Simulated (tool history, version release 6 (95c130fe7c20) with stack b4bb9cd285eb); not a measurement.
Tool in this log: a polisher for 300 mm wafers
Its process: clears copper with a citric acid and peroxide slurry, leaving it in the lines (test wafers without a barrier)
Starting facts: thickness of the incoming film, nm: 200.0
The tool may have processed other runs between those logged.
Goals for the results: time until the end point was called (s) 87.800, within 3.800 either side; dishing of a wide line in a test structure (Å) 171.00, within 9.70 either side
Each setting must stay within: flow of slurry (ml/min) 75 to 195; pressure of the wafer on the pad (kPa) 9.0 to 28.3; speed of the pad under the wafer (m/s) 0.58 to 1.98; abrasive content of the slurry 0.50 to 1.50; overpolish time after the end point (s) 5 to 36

run,hour,flow of slurry (ml/min),pressure of the wafer on the pad (kPa),speed of the pad under the wafer (m/s),abrasive content of the slurry,overpolish time after the end point (s),time until the end point was called (s),dishing of a wide line in a test structure (Å)
1,0.0,125,18.6,1.28,1.00,18,89.254,274.00
2,7.1,125,18.6,1.52,1.00,18,80.264,296.10
3,16.0,130,17.9,1.52,1.00,15,84.509,261.40
4,18.8,125,18.6,1.50,1.00,12,81.276,214.96
5,20.7,110,18.6,1.50,1.00,12,82.762,205.87
6,22.4,105,18.6,1.50,1.00,12,85.444,207.03
# hour 29.4: head pressure recalibrated
7,29.4,105,18.6,1.50,1.00,11,75.357,206.17
8,32.3,110,17.9,1.50,1.00,10,77.712,181.49
9,37.6,105,17.2,1.48,1.00,11,85.842,199.00

Exactly one of the 5 candidate moves below puts every result within its allowed miss. Which one?
A,42.9,90,14.5,1.50,1.30,13,?,?
B,42.9,115,17.2,1.26,1.15,10,?,?
C,42.9,125,15.9,1.62,1.05,14,?,?
D,42.9,130,17.9,1.26,0.80,12,?,?
E,42.9,75,15.2,1.72,0.95,13,?,?

move,time until the end point was called (s),dishing of a wide line in a test structure (Å)
A,98.723,199.46
B,90.167,172.71
C,81.950,248.36
D,90.137,202.50
E,97.176,202.36
A: no nearer and no further than the last run
B: in spec on every target
C: misses by more than the last run did
D: misses by more than the last run did
E: misses by more than the last run did
Move B is the one to make.

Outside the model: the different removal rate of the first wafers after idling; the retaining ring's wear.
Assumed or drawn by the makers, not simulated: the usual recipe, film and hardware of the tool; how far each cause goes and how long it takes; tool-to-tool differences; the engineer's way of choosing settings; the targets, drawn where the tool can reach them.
